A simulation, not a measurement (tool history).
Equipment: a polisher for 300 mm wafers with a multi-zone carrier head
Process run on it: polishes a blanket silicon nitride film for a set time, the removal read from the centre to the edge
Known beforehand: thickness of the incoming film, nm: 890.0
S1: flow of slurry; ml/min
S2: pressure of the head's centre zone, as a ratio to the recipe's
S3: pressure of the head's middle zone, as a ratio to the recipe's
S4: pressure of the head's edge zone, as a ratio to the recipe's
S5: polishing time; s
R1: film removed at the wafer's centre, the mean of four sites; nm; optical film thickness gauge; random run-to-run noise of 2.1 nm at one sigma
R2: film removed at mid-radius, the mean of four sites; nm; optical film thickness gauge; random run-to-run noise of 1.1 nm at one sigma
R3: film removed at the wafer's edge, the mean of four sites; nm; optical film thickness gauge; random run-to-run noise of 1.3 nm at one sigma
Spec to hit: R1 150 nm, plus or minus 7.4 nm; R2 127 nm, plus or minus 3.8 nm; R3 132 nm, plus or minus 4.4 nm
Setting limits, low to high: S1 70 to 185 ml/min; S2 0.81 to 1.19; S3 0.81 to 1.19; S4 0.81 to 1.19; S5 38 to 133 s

run,hour,S1,S2,S3,S4,S5,R1,R2,R3
1,0,120,1,1,1,85,95.85,101.2,101.15
2,2.8,140,1,1,1,85,103.59,103.92,104.6
3,8.4,145,1.02,1.01,1.02,87,108.91,108.52,108.13
4,16.5,150,1.04,1.01,1.04,89,112.81,111.28,113.79
5,17.4,180,1.04,1.01,1.04,89,119.53,117.13,115.09
6,18,185,1.04,1.01,1.04,89,119.89,118.29,116.54
7,25.1,185,1.07,1.01,1.05,91,123.91,118.65,120.2
8,26.5,185,1.09,1.01,1.03,93,129.25,122.4,122.36
9,33,185,1.11,1,1.02,95,131.61,123.98,124.21
# hour 35.7: slurry nozzle cleaned
10,35.7,185,1.13,0.98,1.01,97,147.56,133,129.47
11,43.2,185,1.13,0.98,1.01,97,151.76,132.17,128.68
12,44.3,185,1.13,0.98,1.02,97,153.27,133.18,129.75

Pick the move, out of 4, that brings all results within their allowed miss; only one does.
A,45.4,155,1.19,1.01,1.12,88,?,?,?
B,45.4,185,1.14,0.95,1.06,96,?,?,?
C,45.4,185,1.19,0.88,0.87,97,?,?,?
D,45.4,175,1.09,1.07,0.94,97,?,?,?

move,R1,R2,R3
A,140.09,119.72,123.91
B,151.17,127.59,134.26
C,159.2,120.96,123.66
D,144.96,141.43,127.04
A: carries the result that was furthest off beyond its target, to the other side
B: meets every target
C: carries the result that was furthest off beyond its target, to the other side
D: misses by more than the last run did
Move B is the one to make.

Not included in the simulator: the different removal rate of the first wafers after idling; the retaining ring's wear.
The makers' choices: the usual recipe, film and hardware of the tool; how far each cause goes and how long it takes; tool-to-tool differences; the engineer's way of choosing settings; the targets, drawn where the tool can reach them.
